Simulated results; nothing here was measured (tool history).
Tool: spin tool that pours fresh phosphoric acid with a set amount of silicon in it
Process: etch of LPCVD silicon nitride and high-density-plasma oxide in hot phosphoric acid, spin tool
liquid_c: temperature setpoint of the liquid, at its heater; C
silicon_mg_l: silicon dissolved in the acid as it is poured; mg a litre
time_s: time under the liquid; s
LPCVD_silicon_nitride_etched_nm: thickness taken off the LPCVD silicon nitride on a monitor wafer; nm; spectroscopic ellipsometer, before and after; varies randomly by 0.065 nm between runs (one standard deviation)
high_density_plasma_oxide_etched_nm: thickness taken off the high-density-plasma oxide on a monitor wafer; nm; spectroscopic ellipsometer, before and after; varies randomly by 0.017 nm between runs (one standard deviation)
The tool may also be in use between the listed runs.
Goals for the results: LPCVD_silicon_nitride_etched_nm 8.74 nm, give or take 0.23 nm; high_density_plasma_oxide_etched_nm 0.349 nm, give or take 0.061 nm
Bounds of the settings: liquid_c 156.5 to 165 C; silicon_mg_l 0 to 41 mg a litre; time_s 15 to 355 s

| run | hour | liquid_c | silicon_mg_l | time_s | LPCVD_silicon_nitride_etched_nm | high_density_plasma_oxide_etched_nm |
|---|---|---|---|---|---|---|
| 1 | 0 | 160 | 18 | 180 | 15.404 | 0.58817 |
| 2 | 6.3 | 159.5 | 17 | 165 | 13.695 | 0.50726 |
| 3 | 11.4 | 159 | 15 | 155 | 12.681 | 0.46791 |
| 4 | 14 | 158.5 | 13 | 145 | 11.573 | 0.45762 |
|  | 20.4 | thermometer replaced |
| 5 | 20.4 | 158 | 12.5 | 140 | 10.397 | 0.3586 |
| 6 | 21.2 | 158 | 12.5 | 85 | 6.2577 | 0.21646 |
| 7 | 27.9 | 159 | 14.5 | 90 | 6.9188 | 0.25925 |
| 8 | 30.3 | 161.5 | 26 | 95 | 7.8727 | 0.22146 |
| 9 | 30.9 | 162 | 24.5 | 95 | 8.0225 | 0.24471 |

Consider the 4 candidate settings below. Which is the only one whose results all fall within their allowed miss of target?
| A | 31.5 | 161 | 34.5 | 110 | ? | ? |
| B | 31.5 | 163 | 17 | 100 | ? | ? |
| C | 31.5 | 163 | 0 | 100 | ? | ? |
| D | 31.5 | 162 | 30.5 | 110 | ? | ? |

| move | LPCVD_silicon_nitride_etched_nm | high_density_plasma_oxide_etched_nm |
|---|---|---|
| A | 9.0915 | 0.1722 |
| B | 8.8338 | 0.33607 |
| C | 8.8338 | 0.48642 |
| D | 9.3999 | 0.22151 |
A: takes the result that was furthest off past its target
B: meets every target
C: the worst result of the last run now meets its target, but another is out of spec
D: takes the result that was furthest off past its target
Move B is the one to make.
